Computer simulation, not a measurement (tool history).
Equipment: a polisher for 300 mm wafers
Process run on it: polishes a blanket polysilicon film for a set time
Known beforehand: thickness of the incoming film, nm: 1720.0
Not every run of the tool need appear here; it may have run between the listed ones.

| run | hour | flow of slurry (ml/min) | pressure of the wafer on the pad (psi) | speed of the pad under the wafer (cm/s) | polishing time (s) | film removed (angstrom) |
|---|---|---|---|---|---|---|
| 1 | 0.0 | 230 | 2.3 | 100 | 47 | 3894.4 |
| 2 | 0.7 | 230 | 2.3 | 100 | 42 | 3454.1 |
| 3 | 8.7 | 230 | 2.0 | 100 | 42 | 3008.0 |
| 4 | 12.9 | 230 | 2.0 | 80 | 42 | 2480.8 |
| 5 | 13.7 | 230 | 1.7 | 80 | 42 | 2120.7 |
| 6 | 18.4 | 230 | 1.7 | 68 | 42 | 1835.0 |
| 7 | 23.8 | 235 | 2.2 | 74 | 42 | 2547.1 |
| 8 | 30.2 | 235 | 2.6 | 78 | 42 | 3097.0 |
| 9 | 38.1 | 240 | 2.9 | 84 | 42 | 3689.7 |
| 10 | 41.0 | 240 | 3.1 | 90 | 42 | 4203.5 |
| 11 | 49.6 | 240 | 3.2 | 94 | 42 | 4520.4 |
| 12 | 58.3 | 240 | 3.3 | 98 | 42 | 4910.5 |
| 13 | 59.3 | 255 | 3.6 | 108 | 42 | 5716.2 |
|  | 65.0 | head pressure recalibrated |
| 14 | 65.0 | 250 | 3.6 | 110 | 42 | 5300.7 |
| 15 | 71.6 | 250 | 3.6 | 110 | 42 | 5280.0 |
| 16 | 78.4 | 250 | 3.6 | 118 | 42 | 5657.0 |

Predict the results of run 17:
| 17 | 83.4 | 250 | 3.6 | 122 | 42 | ? |

film removed (angstrom): 5871.7
